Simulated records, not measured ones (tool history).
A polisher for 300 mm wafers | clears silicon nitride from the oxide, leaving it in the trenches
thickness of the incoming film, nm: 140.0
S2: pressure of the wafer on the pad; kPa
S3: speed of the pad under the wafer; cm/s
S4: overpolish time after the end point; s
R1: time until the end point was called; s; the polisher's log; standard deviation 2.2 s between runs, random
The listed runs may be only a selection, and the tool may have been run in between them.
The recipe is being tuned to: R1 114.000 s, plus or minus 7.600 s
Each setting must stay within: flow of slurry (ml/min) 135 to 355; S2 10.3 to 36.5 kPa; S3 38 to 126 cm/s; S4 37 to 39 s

Run 1, hour 0.0: flow of slurry (ml/min) 225, S2 23.4 kPa, S3 82 cm/s, S4 37 s. Result: R1 182.830 s.
Run 2, hour 4.3: flow of slurry (ml/min) 225, S2 18.6 kPa, S3 82 cm/s, S4 37 s. Result: R1 235.100 s.
Run 3, hour 7.8: flow of slurry (ml/min) 225, S2 22.8 kPa, S3 84 cm/s, S4 37 s. Result: R1 184.440 s.
Run 4, hour 10.5: flow of slurry (ml/min) 225, S2 22.8 kPa, S3 102 cm/s, S4 37 s. Result: R1 154.530 s.
Run 5, hour 12.4: flow of slurry (ml/min) 255, S2 22.8 kPa, S3 102 cm/s, S4 37 s. Result: R1 150.200 s.
Run 6, hour 18.5: flow of slurry (ml/min) 255, S2 22.8 kPa, S3 112 cm/s, S4 37 s. Result: R1 138.640 s.
Run 7, hour 23.0: flow of slurry (ml/min) 255, S2 24.1 kPa, S3 112 cm/s, S4 37 s. Result: R1 131.020 s.
Run 8, hour 31.9: flow of slurry (ml/min) 255, S2 24.8 kPa, S3 112 cm/s, S4 37 s. Result: R1 130.630 s.

Exactly one of the 4 candidate moves below puts every result within its allowed miss. Which one?
Run A, hour 40.8: flow of slurry (ml/min) 270, S2 29.6 kPa, S3 126 cm/s, S4 37 s. Result: R1 ?.
Run B, hour 40.8: flow of slurry (ml/min) 180, S2 19.3 kPa, S3 116 cm/s, S4 39 s. Result: R1 ?.
Run C, hour 40.8: flow of slurry (ml/min) 230, S2 28.3 kPa, S3 126 cm/s, S4 37 s. Result: R1 ?.
Run D, hour 40.8: flow of slurry (ml/min) 270, S2 29.0 kPa, S3 108 cm/s, S4 39 s. Result: R1 ?.

move       R1
   A   97.409
   B  167.560
   C  103.700
   D  115.900
A: takes the biggest miss from the last run beyond its target
B: misses by more than the last run did
C: takes the biggest miss from the last run beyond its target
D: every result lands within tolerance
So the answer is move D, the one that meets all the targets.

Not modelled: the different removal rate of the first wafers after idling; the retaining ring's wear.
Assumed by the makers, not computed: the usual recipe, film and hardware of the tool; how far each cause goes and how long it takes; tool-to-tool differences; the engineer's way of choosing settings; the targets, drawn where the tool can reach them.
